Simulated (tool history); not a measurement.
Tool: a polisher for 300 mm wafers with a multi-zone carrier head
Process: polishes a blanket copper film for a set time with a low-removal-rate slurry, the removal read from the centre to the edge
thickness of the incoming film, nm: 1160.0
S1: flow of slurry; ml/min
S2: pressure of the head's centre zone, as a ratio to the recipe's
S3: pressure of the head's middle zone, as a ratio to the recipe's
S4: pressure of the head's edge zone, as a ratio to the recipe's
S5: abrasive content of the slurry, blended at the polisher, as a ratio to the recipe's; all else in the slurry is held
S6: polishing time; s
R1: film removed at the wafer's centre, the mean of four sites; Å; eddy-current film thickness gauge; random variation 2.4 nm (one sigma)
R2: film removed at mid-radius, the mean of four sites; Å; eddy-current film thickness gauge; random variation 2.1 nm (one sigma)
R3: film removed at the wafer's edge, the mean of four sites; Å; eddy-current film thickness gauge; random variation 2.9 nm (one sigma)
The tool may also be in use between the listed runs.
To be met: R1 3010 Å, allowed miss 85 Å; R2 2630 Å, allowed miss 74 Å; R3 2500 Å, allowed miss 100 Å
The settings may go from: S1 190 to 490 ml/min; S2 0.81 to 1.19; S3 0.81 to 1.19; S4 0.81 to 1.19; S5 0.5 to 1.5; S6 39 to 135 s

run  hour   S1    S2    S3    S4    S5  S6      R1      R2      R3
  1     0  315     1     1     1     1  87  3328.6  3375.5  3301.7
  2   7.9  320  1.02  0.98  0.96  0.85  85    3173  3166.6  3063.4
  3  15.6  320  1.02  0.98  1.01  0.85  85  3207.9    3178  3107.4
  4  23.4  325  1.05  0.96  0.98  0.75  83  3135.1    2913  2968.6
  5  25.6  325  1.07  0.97  0.94   0.7  82  3069.6  2879.1  2805.2
  6  32.5  325  0.99  0.97  0.94   0.7  82  2881.6  2885.3  2748.5
  7  35.6  330  1.02  0.96  0.91  0.65  82  2919.6  2808.8  2696.9
  8  41.4  335  1.04  0.95  0.89   0.6  82  2918.7  2770.7    2616
  9  49.6  335  1.05  0.94  0.87   0.6  82  2961.7  2739.9    2638
 10    56  335  1.06  0.94  0.86  0.55  82  2912.3    2648  2589.1

Which of these 5 next moves meets every target?
  A  62.4  345  1.06  1.01  0.91  0.55  78   ?   ?   ?
  B  62.4  295  1.02  0.89  0.88  0.65  84   ?   ?   ?
  C  62.4  305  1.09  0.92  0.81   0.7  79   ?   ?   ?
  D  62.4  290  1.05  0.88   0.9   0.6  85   ?   ?   ?
  E  62.4  275  1.05  1.02  0.87   0.5  84   ?   ?   ?

move      R1      R2      R3
   A  2742.3  2641.7  2491.3
   B  2914.1  2662.1  2729.3
   C  2993.1  2618.6  2525.6
   D  2972.7  2615.9  2733.1
   E  2797.2  2746.8  2531.3
A: further off than the last run
B: further off than the last run
C: meets every target
D: brings the result that was furthest off to its target, and leaves another outside
E: further off than the last run
Answer: C
